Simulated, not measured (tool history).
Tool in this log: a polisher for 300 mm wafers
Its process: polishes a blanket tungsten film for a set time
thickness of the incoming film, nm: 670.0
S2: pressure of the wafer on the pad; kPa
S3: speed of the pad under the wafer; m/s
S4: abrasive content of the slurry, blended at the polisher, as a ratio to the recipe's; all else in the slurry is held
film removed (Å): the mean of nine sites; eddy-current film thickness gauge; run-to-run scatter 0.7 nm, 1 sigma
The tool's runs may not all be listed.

run 1 hour=0.0 | flow_of_slurry_(ml/min)=160 S2=31.0 S3=1.06 S4=1.0 polishing_time_(s)=23 | film_removed_(Å)=1193.60
run 2 hour=6.1 | flow_of_slurry_(ml/min)=160 S2=26.9 S3=1.02 S4=1.0 polishing_time_(s)=23 | film_removed_(Å)=1003.10
run 3 hour=6.7 | flow_of_slurry_(ml/min)=160 S2=23.4 S3=0.98 S4=1.0 polishing_time_(s)=23 | film_removed_(Å)=848.18
run 4 hour=12.2 | flow_of_slurry_(ml/min)=160 S2=21.4 S3=0.96 S4=1.0 polishing_time_(s)=23 | film_removed_(Å)=755.02
run 5 hour=20.2 | flow_of_slurry_(ml/min)=195 S2=21.4 S3=0.96 S4=1.0 polishing_time_(s)=23 | film_removed_(Å)=786.77
run 6 hour=28.4 | flow_of_slurry_(ml/min)=195 S2=19.3 S3=0.94 S4=1.0 polishing_time_(s)=23 | film_removed_(Å)=715.34
run 7 hour=31.8 | flow_of_slurry_(ml/min)=195 S2=17.9 S3=0.94 S4=1.0 polishing_time_(s)=23 | film_removed_(Å)=661.22
run 8 hour=35.5 | flow_of_slurry_(ml/min)=195 S2=17.2 S3=0.94 S4=1.0 polishing_time_(s)=23 | film_removed_(Å)=631.91

Run 9, settings as shown, results not yet in. Your forecast:
run 9 hour=39.4 | flow_of_slurry_(ml/min)=195 S2=16.5 S3=0.94 S4=1.0 polishing_time_(s)=23 | film_removed_(Å)=?

{"run 9": {"film removed (Å)": 610.25}}

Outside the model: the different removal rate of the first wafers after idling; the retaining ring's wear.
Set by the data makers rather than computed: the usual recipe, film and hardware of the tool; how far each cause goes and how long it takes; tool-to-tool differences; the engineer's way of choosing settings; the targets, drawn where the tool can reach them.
